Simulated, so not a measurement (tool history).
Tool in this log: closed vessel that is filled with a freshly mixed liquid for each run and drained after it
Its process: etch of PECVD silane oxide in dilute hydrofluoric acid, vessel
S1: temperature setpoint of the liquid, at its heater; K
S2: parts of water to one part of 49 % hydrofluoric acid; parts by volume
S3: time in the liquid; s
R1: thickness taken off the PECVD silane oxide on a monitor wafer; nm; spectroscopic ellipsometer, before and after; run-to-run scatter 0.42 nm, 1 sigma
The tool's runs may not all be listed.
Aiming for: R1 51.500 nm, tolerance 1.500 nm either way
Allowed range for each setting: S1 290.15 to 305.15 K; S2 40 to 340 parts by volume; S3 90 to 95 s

| run | hour | S1 | S2 | S3 | R1 |
|---|---|---|---|---|---|
| 1 | 0.0 | 297.15 | 190 | 90 | 14.778 |
| 2 | 1.3 | 299.15 | 145 | 90 | 21.737 |
| 3 | 2.0 | 300.65 | 115 | 90 | 30.139 |
| 4 | 5.9 | 300.65 | 115 | 95 | 32.000 |
| 5 | 10.8 | 300.65 | 115 | 90 | 29.947 |
| 6 | 14.7 | 303.15 | 115 | 90 | 32.939 |
| 7 | 17.7 | 303.65 | 100 | 90 | 39.854 |
| 8 | 21.2 | 304.15 | 95 | 90 | 42.746 |
| 9 | 25.4 | 304.65 | 90 | 90 | 46.496 |
| 10 | 31.9 | 304.65 | 85 | 90 | 49.350 |
| 11 | 36.4 | 304.65 | 85 | 90 | 49.081 |

Exercise: of the 5 proposed moves below, exactly one satisfies all targets within the stated allowed misses. Which move is it?
| A | 40.9 | 302.15 | 75 | 95 | ? |
| B | 40.9 | 304.65 | 90 | 95 | ? |
| C | 40.9 | 304.15 | 85 | 90 | ? |
| D | 40.9 | 305.15 | 100 | 95 | ? |
| E | 40.9 | 302.65 | 80 | 95 | ? |

| move | R1 |
|---|---|
| A | 54.963 |
| B | 49.142 |
| C | 48.777 |
| D | 44.326 |
| E | 52.114 |
A: pushes the last run's worst result past its target
B: neither nearer nor further off than the last run
C: the biggest miss grows against the last run
D: the biggest miss grows against the last run
E: in spec on every target
E is the move that brings every result within its allowed miss.

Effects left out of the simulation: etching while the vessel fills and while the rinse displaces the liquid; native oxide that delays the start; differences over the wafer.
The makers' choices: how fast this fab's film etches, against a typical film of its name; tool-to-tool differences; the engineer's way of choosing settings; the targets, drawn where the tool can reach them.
